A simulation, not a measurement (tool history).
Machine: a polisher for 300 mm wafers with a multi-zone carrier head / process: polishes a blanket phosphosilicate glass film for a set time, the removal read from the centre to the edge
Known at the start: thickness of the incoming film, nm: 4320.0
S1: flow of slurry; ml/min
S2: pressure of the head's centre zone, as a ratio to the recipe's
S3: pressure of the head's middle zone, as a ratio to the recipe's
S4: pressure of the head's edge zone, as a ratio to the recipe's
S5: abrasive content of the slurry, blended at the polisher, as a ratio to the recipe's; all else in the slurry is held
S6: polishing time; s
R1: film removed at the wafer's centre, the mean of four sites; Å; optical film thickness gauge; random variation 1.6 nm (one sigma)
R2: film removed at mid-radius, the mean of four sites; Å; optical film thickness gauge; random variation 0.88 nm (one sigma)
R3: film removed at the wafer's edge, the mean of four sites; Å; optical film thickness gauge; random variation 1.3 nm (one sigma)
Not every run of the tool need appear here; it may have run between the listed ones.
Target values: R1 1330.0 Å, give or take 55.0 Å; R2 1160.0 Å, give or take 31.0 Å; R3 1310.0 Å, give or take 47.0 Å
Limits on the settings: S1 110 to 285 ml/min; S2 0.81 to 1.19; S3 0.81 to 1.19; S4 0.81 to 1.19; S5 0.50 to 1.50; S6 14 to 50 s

run	hour	S1	S2	S3	S4	S5	S6	R1	R2	R3
1	0.0	180	1.00	1.00	1.00	1.00	32	2364.5	2288.6	2352.4
2	7.6	170	0.99	0.97	0.98	0.90	30	2049.7	1997.9	2105.4
3	16.3	170	1.00	0.95	0.96	0.80	28	1835.7	1720.5	1847.3
4	23.4	170	1.00	0.88	0.96	0.80	28	1868.2	1623.7	1831.8
5	24.7	170	1.00	0.83	0.96	0.80	28	1847.6	1544.5	1874.3
6	25.9	165	0.99	0.83	0.93	0.75	27	1689.0	1454.9	1706.2
7	31.7	160	0.99	0.83	0.91	0.70	27	1645.3	1395.8	1598.1
8	35.8	155	0.98	0.83	0.90	0.65	27	1571.9	1332.5	1540.1
9	41.5	135	0.94	0.84	0.81	0.50	26	1215.7	1105.5	1210.6

Which of these 4 next moves meets every target?
A	47.2	120	0.97	0.94	0.81	0.55	24	?	?	?
B	47.2	120	1.03	0.89	0.91	0.70	23	?	?	?
C	47.2	140	0.84	0.84	0.84	0.50	26	?	?	?
D	47.2	120	0.91	0.82	1.01	0.55	26	?	?	?

move	R1	R2	R3
A	1157.7	1122.2	1140.2
B	1323.4	1153.6	1293.9
C	1082.3	1100.6	1233.1
D	1175.0	1086.0	1369.4
A: misses by more than the last run did
B: hits every target within its allowed miss
C: misses by more than the last run did
D: carries the result that was furthest off beyond its target, to the other side
Go with B: it meets all targets.
